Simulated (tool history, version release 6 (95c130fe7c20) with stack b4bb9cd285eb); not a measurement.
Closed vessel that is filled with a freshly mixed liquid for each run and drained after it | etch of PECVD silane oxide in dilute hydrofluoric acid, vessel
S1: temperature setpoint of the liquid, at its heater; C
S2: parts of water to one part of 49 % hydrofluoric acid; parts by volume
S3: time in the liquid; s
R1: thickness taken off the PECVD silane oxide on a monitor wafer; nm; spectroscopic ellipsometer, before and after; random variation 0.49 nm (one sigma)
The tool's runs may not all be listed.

run	hour	S1	S2	S3	R1
1	0.0	23.0	110	80	24.721
2	5.2	23.0	110	65	20.217
3	11.2	23.0	110	80	24.911
4	13.4	20.0	110	80	21.986
5	19.8	21.5	110	80	23.215
6	27.3	21.5	135	80	18.446
7	31.6	22.5	125	80	21.032
8	34.8	22.5	125	80	21.077
9	37.3	23.5	115	80	24.074
10	42.3	24.5	105	80	27.811
11	46.1	25.0	95	80	31.998
12	54.9	25.5	90	80	34.323

The next listed run, before its measurement:
13	60.0	26.0	85	80	?

Run 13 gave R1 37.271 nm.

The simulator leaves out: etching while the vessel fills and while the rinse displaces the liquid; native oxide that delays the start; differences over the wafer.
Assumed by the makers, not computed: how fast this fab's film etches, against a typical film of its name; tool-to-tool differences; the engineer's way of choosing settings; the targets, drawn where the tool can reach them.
